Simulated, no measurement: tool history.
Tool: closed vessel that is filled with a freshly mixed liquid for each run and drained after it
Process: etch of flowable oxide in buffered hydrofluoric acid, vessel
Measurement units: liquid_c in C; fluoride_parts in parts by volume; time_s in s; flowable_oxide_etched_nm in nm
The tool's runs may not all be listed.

run	hour	liquid_c	fluoride_parts	time_s	flowable_oxide_etched_nm
1	0.0	25.0	7.5	35	233.33
2	2.5	23.5	7.5	35	216.20
3	8.5	23.5	7.5	35	217.66
4	17.4	23.5	6.0	35	266.96
5	21.0	22.0	6.5	35	230.96
6	27.5	21.0	6.5	35	216.30

Run 7 comes next. What will it give?
7	30.3	20.0	6.5	35	?

{"run 7": {"flowable_oxide_etched_nm": 205.74}}
